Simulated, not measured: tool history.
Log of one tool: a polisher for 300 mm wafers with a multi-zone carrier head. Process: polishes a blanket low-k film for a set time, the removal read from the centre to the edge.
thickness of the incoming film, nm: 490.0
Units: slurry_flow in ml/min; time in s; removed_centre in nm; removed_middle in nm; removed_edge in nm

| run | hour | slurry_flow | centre_zone | middle_zone | edge_zone | slurry_solids | time | removed_centre | removed_middle | removed_edge |
|---|---|---|---|---|---|---|---|---|---|---|
| 1 | 0.0 | 125 | 1.00 | 1.00 | 1.00 | 1.00 | 74 | 24.197 | 24.149 | 24.450 |
| 2 | 6.0 | 125 | 0.96 | 1.00 | 1.00 | 1.00 | 74 | 23.093 | 24.148 | 24.541 |
| 3 | 12.4 | 120 | 0.98 | 0.98 | 0.98 | 0.95 | 74 | 22.438 | 23.382 | 23.199 |
| 4 | 13.3 | 120 | 1.05 | 0.98 | 0.98 | 0.95 | 74 | 24.226 | 22.624 | 23.688 |
| 5 | 14.7 | 105 | 1.05 | 0.98 | 0.98 | 0.95 | 74 | 23.468 | 21.780 | 23.360 |
| 6 | 21.9 | 105 | 1.05 | 0.98 | 1.05 | 0.95 | 74 | 23.125 | 21.744 | 24.290 |
| 7 | 26.3 | 105 | 1.06 | 0.96 | 1.02 | 0.90 | 74 | 23.061 | 21.189 | 23.009 |
| 8 | 34.2 | 100 | 1.07 | 0.94 | 1.01 | 0.90 | 74 | 22.411 | 19.721 | 22.254 |
|  | 35.6 | worn pad replaced by a new one |
| 9 | 35.6 | 100 | 1.07 | 0.93 | 0.99 | 0.90 | 74 | 26.213 | 23.315 | 25.413 |
| 10 | 43.2 | 110 | 1.17 | 1.03 | 1.09 | 0.90 | 74 | 30.007 | 25.927 | 27.363 |

Run 11 comes next. What will it give?
| 11 | 52.1 | 95 | 1.10 | 0.93 | 0.99 | 0.65 | 67 | ? | ? | ? |

{"run 11": {"removed_centre": 21.084, "removed_middle": 18.099, "removed_edge": 20.443}}
